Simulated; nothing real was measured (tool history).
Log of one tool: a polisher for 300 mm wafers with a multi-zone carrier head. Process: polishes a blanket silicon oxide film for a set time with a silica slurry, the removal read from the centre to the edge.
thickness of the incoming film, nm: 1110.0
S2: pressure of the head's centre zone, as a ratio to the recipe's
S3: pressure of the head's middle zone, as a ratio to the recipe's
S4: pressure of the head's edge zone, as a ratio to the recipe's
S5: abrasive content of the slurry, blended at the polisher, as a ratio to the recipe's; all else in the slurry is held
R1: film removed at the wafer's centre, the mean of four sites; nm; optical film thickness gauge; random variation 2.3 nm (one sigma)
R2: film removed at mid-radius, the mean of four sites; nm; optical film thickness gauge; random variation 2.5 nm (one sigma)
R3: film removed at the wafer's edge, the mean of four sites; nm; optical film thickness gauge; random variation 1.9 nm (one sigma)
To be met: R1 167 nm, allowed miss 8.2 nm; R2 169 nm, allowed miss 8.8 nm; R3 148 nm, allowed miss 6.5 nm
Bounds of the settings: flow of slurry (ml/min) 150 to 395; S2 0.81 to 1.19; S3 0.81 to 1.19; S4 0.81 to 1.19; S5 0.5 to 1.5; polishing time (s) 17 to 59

run 1 day=0 | flow_of_slurry_(ml/min)=250 S2=1 S3=1 S4=1 S5=1 polishing_time_(s)=38 | R1=108.8 R2=111 R3=111.44
run 2 day=0.138 | flow_of_slurry_(ml/min)=255 S2=1.04 S3=1.04 S4=1 S5=1.15 polishing_time_(s)=39 | R1=123.63 R2=122.76 R3=120.23
run 3 day=0.2 | flow_of_slurry_(ml/min)=260 S2=1.05 S3=1.08 S4=0.99 S5=1.25 polishing_time_(s)=40 | R1=132.65 R2=137.38 R3=123.87
run 4 day=0.375 | flow_of_slurry_(ml/min)=265 S2=1.07 S3=1.09 S4=1.01 S5=1.3 polishing_time_(s)=41 | R1=145.13 R2=146.61 R3=134.08
run 5 day=0.521 | flow_of_slurry_(ml/min)=225 S2=1.07 S3=1.09 S4=1.01 S5=1.3 polishing_time_(s)=41 | R1=137.91 R2=139.97 R3=130.8
run 6 day=0.646 | flow_of_slurry_(ml/min)=225 S2=1.07 S3=1.17 S4=1.01 S5=1.3 polishing_time_(s)=41 | R1=140.91 R2=149.27 R3=130.2
run 7 day=1.008 | flow_of_slurry_(ml/min)=245 S2=1.09 S3=1.18 S4=1.03 S5=1.35 polishing_time_(s)=41 | R1=146.27 R2=155.44 R3=138.89
run 8 day=1.279 | flow_of_slurry_(ml/min)=260 S2=1.11 S3=1.18 S4=1.03 S5=1.35 polishing_time_(s)=41 | R1=149.97 R2=152.02 R3=135.37
run 9 day=1.571 | flow_of_slurry_(ml/min)=265 S2=1.11 S3=1.18 S4=1.03 S5=1.4 polishing_time_(s)=41 | R1=149.63 R2=156.41 R3=139.42
run 10 day=1.854 | flow_of_slurry_(ml/min)=265 S2=1.12 S3=1.18 S4=1.02 S5=1.45 polishing_time_(s)=41 | R1=156.3 R2=159.19 R3=141.05
run 11 day=2.075 | flow_of_slurry_(ml/min)=270 S2=1.12 S3=1.18 S4=1.02 S5=1.45 polishing_time_(s)=41 | R1=160.47 R2=156.14 R3=138.28

4 next moves are on the table. One of them brings every result within its allowed miss. Which?
run A day=2.296 | flow_of_slurry_(ml/min)=265 S2=1.13 S3=1.13 S4=1.12 S5=1.45 polishing_time_(s)=45 | R1=? R2=? R3=?
run B day=2.296 | flow_of_slurry_(ml/min)=370 S2=1.14 S3=1.18 S4=1.04 S5=1.35 polishing_time_(s)=43 | R1=? R2=? R3=?
run C day=2.296 | flow_of_slurry_(ml/min)=235 S2=1.03 S3=1.19 S4=1.07 S5=1.25 polishing_time_(s)=45 | R1=? R2=? R3=?
run D day=2.296 | flow_of_slurry_(ml/min)=290 S2=1.05 S3=1.19 S4=0.89 S5=1.3 polishing_time_(s)=44 | R1=? R2=? R3=?

move=A R1=175.63 R2=170.22 R3=160.32
move=B R1=170.24 R2=169.16 R3=146.81
move=C R1=149.25 R2=166.28 R3=146.62
move=D R1=154.59 R2=168.56 R3=135.42
A: takes the result that was furthest off past its target
B: meets every target
C: brings the result that was furthest off to its target, and leaves another outside
D: further off than the last run
Answer: B
